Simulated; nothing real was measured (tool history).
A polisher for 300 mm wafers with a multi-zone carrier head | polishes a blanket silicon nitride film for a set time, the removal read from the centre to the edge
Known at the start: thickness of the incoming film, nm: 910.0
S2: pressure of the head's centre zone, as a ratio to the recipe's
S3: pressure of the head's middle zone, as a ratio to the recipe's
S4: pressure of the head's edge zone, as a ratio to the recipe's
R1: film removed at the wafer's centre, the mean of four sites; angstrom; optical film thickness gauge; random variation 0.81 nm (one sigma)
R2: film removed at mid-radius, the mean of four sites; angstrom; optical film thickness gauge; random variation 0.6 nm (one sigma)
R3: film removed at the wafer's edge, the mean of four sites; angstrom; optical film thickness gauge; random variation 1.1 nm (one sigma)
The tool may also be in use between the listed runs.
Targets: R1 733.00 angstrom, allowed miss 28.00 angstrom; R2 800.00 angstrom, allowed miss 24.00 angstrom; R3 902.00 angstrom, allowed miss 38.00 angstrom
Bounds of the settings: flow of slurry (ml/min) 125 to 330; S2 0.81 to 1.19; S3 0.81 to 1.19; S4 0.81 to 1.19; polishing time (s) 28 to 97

Run 1, hour 0.0: flow of slurry (ml/min) 210, S2 1.00, S3 1.00, S4 1.00, polishing time (s) 62. Result: R1 992.50 angstrom, R2 1018.70 angstrom, R3 989.25 angstrom.
Run 2, hour 7.9: flow of slurry (ml/min) 200, S2 0.97, S3 0.97, S4 1.00, polishing time (s) 61. Result: R1 941.81 angstrom, R2 949.36 angstrom, R3 980.14 angstrom.
Run 3, hour 10.8: flow of slurry (ml/min) 200, S2 0.93, S3 0.97, S4 1.00, polishing time (s) 61. Result: R1 896.65 angstrom, R2 964.66 angstrom, R3 957.96 angstrom.
Run 4, hour 15.0: flow of slurry (ml/min) 195, S2 0.91, S3 0.95, S4 1.00, polishing time (s) 61. Result: R1 857.88 angstrom, R2 956.63 angstrom, R3 963.64 angstrom.
Run 5, hour 18.3: flow of slurry (ml/min) 190, S2 0.90, S3 0.93, S4 1.00, polishing time (s) 60. Result: R1 847.65 angstrom, R2 898.60 angstrom, R3 950.63 angstrom.
Run 6, hour 27.2: flow of slurry (ml/min) 190, S2 0.90, S3 0.93, S4 1.00, polishing time (s) 72. Result: R1 1011.60 angstrom, R2 1095.80 angstrom, R3 1125.60 angstrom.
Run 7, hour 32.1: flow of slurry (ml/min) 185, S2 0.89, S3 0.91, S4 0.99, polishing time (s) 70. Result: R1 965.92 angstrom, R2 1023.30 angstrom, R3 1110.90 angstrom.
Run 8, hour 37.1: flow of slurry (ml/min) 185, S2 0.88, S3 0.90, S4 0.98, polishing time (s) 68. Result: R1 932.24 angstrom, R2 998.29 angstrom, R3 1068.70 angstrom.
Run 9, hour 37.9: flow of slurry (ml/min) 180, S2 0.87, S3 0.89, S4 0.98, polishing time (s) 66. Result: R1 900.07 angstrom, R2 959.03 angstrom, R3 1030.10 angstrom.
Run 10, hour 39.2: flow of slurry (ml/min) 175, S2 0.86, S3 0.88, S4 0.98, polishing time (s) 65. Result: R1 858.24 angstrom, R2 921.27 angstrom, R3 1006.90 angstrom.
Run 11, hour 46.4: flow of slurry (ml/min) 170, S2 0.85, S3 0.87, S4 0.98, polishing time (s) 64. Result: R1 822.19 angstrom, R2 895.87 angstrom, R3 1001.70 angstrom.
Run 12, hour 50.9: flow of slurry (ml/min) 170, S2 0.84, S3 0.86, S4 0.97, polishing time (s) 63. Result: R1 804.03 angstrom, R2 881.09 angstrom, R3 977.27 angstrom.
Run 13, hour 55.8: flow of slurry (ml/min) 165, S2 0.84, S3 0.85, S4 0.96, polishing time (s) 62. Result: R1 789.18 angstrom, R2 850.53 angstrom, R3 951.41 angstrom.
Run 14, hour 59.0: flow of slurry (ml/min) 160, S2 0.84, S3 0.85, S4 0.95, polishing time (s) 62. Result: R1 787.84 angstrom, R2 836.56 angstrom, R3 924.74 angstrom.
Run 15, hour 67.4: flow of slurry (ml/min) 155, S2 0.83, S3 0.85, S4 0.95, polishing time (s) 62. Result: R1 762.91 angstrom, R2 839.18 angstrom, R3 935.93 angstrom.
Run 16, hour 70.2: flow of slurry (ml/min) 150, S2 0.83, S3 0.85, S4 0.95, polishing time (s) 62. Result: R1 757.16 angstrom, R2 827.71 angstrom, R3 912.88 angstrom.

Which of these 5 next moves meets every target?
Run A, hour 73.0: flow of slurry (ml/min) 175, S2 0.87, S3 0.88, S4 0.94, polishing time (s) 60. Result: R1 ?, R2 ?, R3 ?.
Run B, hour 73.0: flow of slurry (ml/min) 125, S2 0.86, S3 0.84, S4 1.05, polishing time (s) 60. Result: R1 ?, R2 ?, R3 ?.
Run C, hour 73.0: flow of slurry (ml/min) 125, S2 0.83, S3 0.84, S4 0.95, polishing time (s) 68. Result: R1 ?, R2 ?, R3 ?.
Run D, hour 73.0: flow of slurry (ml/min) 210, S2 0.82, S3 0.85, S4 0.99, polishing time (s) 56. Result: R1 ?, R2 ?, R3 ?.
Run E, hour 73.0: flow of slurry (ml/min) 155, S2 0.83, S3 0.91, S4 0.91, polishing time (s) 60. Result: R1 ?, R2 ?, R3 ?.

move      R1      R2       R3
   A  777.34  841.83   935.60
   B  702.79  748.75   933.41
   C  768.46  848.84  1008.00
   D  707.31  787.73   916.04
   E  721.18  844.65   904.89
A: further off than the last run
B: takes the result that was furthest off past its target
C: further off than the last run
D: meets every target
E: further off than the last run
Answer: D
